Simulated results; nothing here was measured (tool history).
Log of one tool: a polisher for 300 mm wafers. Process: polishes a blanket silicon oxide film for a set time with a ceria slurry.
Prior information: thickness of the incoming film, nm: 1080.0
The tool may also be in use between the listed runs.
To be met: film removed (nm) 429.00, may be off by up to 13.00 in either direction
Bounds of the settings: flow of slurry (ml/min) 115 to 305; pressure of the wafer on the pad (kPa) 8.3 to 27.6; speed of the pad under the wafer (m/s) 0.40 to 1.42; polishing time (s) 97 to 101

| run | hour | flow of slurry (ml/min) | pressure of the wafer on the pad (kPa) | speed of the pad under the wafer (m/s) | polishing time (s) | film removed (nm) |
|---|---|---|---|---|---|---|
| 1 | 0.0 | 195 | 17.9 | 0.90 | 97 | 295.77 |
| 2 | 8.1 | 160 | 17.9 | 0.90 | 97 | 288.42 |
| 3 | 14.8 | 190 | 17.9 | 0.90 | 97 | 294.38 |
| 4 | 18.6 | 190 | 17.9 | 0.72 | 97 | 237.53 |
| 5 | 23.8 | 195 | 21.4 | 0.72 | 97 | 285.22 |
| 6 | 27.6 | 200 | 23.4 | 0.74 | 97 | 314.16 |
| 7 | 32.6 | 200 | 24.8 | 0.78 | 97 | 347.49 |
| 8 | 39.0 | 205 | 25.5 | 0.80 | 97 | 370.61 |
| 9 | 47.8 | 210 | 26.2 | 0.82 | 97 | 381.70 |

Of the 4 settings listed for the next run, only one would bring every result within its allowed miss of target. Which one?
| A | 56.6 | 210 | 27.6 | 0.64 | 101 | ? |
| B | 56.6 | 210 | 26.2 | 0.82 | 99 | ? |
| C | 56.6 | 230 | 26.9 | 0.82 | 97 | ? |
| D | 56.6 | 270 | 27.6 | 0.84 | 97 | ? |

| move | film removed (nm) |
|---|---|
| A | 326.95 |
| B | 388.44 |
| C | 393.99 |
| D | 419.88 |
A: the biggest miss grows against the last run
B: nearer the targets than the last run, but a result is still out of spec
C: nearer the targets than the last run, but a result is still out of spec
D: hits every target within its allowed miss
So the answer is move D, the one that meets all the targets.

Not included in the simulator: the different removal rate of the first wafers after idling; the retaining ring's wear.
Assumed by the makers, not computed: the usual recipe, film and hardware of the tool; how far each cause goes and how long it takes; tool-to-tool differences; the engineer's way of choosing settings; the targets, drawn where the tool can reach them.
